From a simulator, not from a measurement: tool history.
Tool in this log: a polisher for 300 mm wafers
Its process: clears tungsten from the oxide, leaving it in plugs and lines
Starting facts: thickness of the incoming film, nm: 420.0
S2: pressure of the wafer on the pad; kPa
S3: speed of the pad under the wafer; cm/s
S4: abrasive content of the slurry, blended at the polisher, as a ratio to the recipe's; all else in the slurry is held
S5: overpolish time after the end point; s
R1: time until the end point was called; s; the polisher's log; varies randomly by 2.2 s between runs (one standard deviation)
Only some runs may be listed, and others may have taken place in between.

{"run": 1, "day": 0.0, "flow of slurry (ml/min)": 205, "S2": 22.8, "S3": 114, "S4": 1.0, "S5": 9, "R1": 94.111}
{"run": 2, "day": 0.054, "flow of slurry (ml/min)": 200, "S2": 18.6, "S3": 104, "S4": 1.0, "S5": 9, "R1": 122.6}
{"run": 3, "day": 0.117, "flow of slurry (ml/min)": 200, "S2": 18.6, "S3": 128, "S4": 1.0, "S5": 9, "R1": 99.143}
{"run": 4, "day": 0.392, "flow of slurry (ml/min)": 195, "S2": 15.9, "S3": 114, "S4": 1.0, "S5": 9, "R1": 127.59}
{"run": 5, "day": 0.533, "flow of slurry (ml/min)": 195, "S2": 15.9, "S3": 114, "S4": 1.1, "S5": 9, "R1": 123.99}
{"run": 6, "day": 0.617, "flow of slurry (ml/min)": 190, "S2": 13.8, "S3": 102, "S4": 1.1, "S5": 9, "R1": 154.72}
{"run": 7, "day": 0.896, "flow of slurry (ml/min)": 185, "S2": 12.4, "S3": 96, "S4": 1.1, "S5": 9, "R1": 182.25}
{"run": 8, "day": 0.954, "flow of slurry (ml/min)": 175, "S2": 11.7, "S3": 94, "S4": 1.1, "S5": 9, "R1": 196.23}
{"run": 9, "day": 1.133, "flow of slurry (ml/min)": 165, "S2": 11.7, "S3": 94, "S4": 1.1, "S5": 9, "R1": 194.58}
{"run": 10, "day": 1.308, "flow of slurry (ml/min)": 160, "S2": 11.0, "S3": 94, "S4": 1.1, "S5": 9, "R1": 204.71}

Run 11 comes next. What will it give?
{"run": 11, "day": 1.45, "flow of slurry (ml/min)": 155, "S2": 11.0, "S3": 94, "S4": 1.1, "S5": 9, "R1": "?"}

Run 11 came out at R1 207.440 s.

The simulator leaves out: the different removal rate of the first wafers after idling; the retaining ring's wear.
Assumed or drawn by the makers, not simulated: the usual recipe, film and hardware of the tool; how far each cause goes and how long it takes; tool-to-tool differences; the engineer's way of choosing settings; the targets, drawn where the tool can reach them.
